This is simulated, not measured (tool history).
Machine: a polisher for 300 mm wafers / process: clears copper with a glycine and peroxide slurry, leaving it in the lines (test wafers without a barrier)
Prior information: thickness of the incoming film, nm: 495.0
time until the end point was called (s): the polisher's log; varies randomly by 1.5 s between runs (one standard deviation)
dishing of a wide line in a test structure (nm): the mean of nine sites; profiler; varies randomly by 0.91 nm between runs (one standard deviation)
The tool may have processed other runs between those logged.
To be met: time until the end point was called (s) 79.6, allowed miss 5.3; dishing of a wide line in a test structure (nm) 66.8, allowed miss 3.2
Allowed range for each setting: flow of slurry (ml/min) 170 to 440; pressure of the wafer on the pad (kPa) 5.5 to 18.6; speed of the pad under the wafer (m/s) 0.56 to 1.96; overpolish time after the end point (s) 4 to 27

run,hour,flow of slurry (ml/min),pressure of the wafer on the pad (kPa),speed of the pad under the wafer (m/s),overpolish time after the end point (s),time until the end point was called (s),dishing of a wide line in a test structure (nm)
1,0,280,11.7,1.26,14,110.24,44.313
2,6.3,230,11.7,1.26,14,113.58,43.069
3,7.1,170,11.7,1.26,14,114.03,42.14
4,9.1,170,11.7,1.26,14,117.21,43.032
5,16,170,13.8,1.28,14,102.49,48.416
6,23,170,13.8,1.28,12,102.19,42.176
7,28.4,170,15.2,1.3,13,95.224,48.65
8,33.3,170,15.9,1.32,14,88.433,54.184
9,39.8,170,16.5,1.32,15,87.598,60.856
10,47.2,170,17.2,1.32,15,84.061,62.447
11,53.3,170,17.9,1.32,15,82.71,63.327

Below are 5 possible settings for the next run. Only one of them brings all results inside the allowed miss of their targets. Which is it?
A,59.4,175,18.6,1.34,13,?,?
B,59.4,170,16.5,1.18,20,?,?
C,59.4,170,17.9,1.36,16,?,?
D,59.4,175,17.9,1.34,14,?,?
E,59.4,170,18.6,1.3,13,?,?

move,time until the end point was called (s),dishing of a wide line in a test structure (nm)
A,76.348,58.121
B,91.906,70.76
C,78.399,67.323
D,78.852,60.076
E,78.212,56.981
A: its largest miss is bigger than the last run's
B: pushes the last run's worst result past its target
C: all results in spec
D: its largest miss is bigger than the last run's
E: its largest miss is bigger than the last run's
The right move is C.
